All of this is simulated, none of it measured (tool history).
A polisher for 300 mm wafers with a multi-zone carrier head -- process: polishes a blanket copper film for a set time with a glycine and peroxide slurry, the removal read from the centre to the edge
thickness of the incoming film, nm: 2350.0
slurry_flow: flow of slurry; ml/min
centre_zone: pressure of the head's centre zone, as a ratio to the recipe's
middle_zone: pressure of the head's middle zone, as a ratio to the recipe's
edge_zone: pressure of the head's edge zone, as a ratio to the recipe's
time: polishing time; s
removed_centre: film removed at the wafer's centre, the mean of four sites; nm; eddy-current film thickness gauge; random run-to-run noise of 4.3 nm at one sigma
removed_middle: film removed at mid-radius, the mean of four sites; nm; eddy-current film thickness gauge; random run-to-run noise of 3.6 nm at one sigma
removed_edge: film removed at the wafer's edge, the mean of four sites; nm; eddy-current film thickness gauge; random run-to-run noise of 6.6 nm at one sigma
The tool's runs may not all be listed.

run,day,slurry_flow,centre_zone,middle_zone,edge_zone,time,removed_centre,removed_middle,removed_edge
1,0,140,1,1,1,60,294.07,289.87,288.76
2,0.025,150,0.96,1.03,1.05,66,306.57,326.85,329.44
3,0.192,160,0.95,1.07,1.08,70,328.55,367.71,345.32
4,0.558,160,1.01,1.07,1.08,70,358.52,358.63,349.61
5,0.646,160,1.01,0.99,1.08,70,358.61,343.63,357.63
6,0.675,165,0.97,1.01,1.1,74,366.6,371.7,376.63
7,0.971,160,0.94,1.03,1.12,78,367.53,395.46,401.37
8,1.238,165,0.91,1.04,1.13,80,363.88,407.32,412.53
9,1.338,170,0.89,1.06,1.14,82,365.42,431.74,425.97
10,1.675,175,0.88,1.07,1.15,83,367.73,436.94,429.4
11,1.842,175,0.87,1.08,1.16,84,367.37,449.72,450.54
12,2.075,180,0.87,1.09,1.16,84,368.29,456,458.75

Run 13 is up next; what results do you expect?
13,2.167,180,0.87,1.1,1.15,84,?,?,?

{"run 13": {"removed_centre": 372.79, "removed_middle": 455.26, "removed_edge": 441.52}}
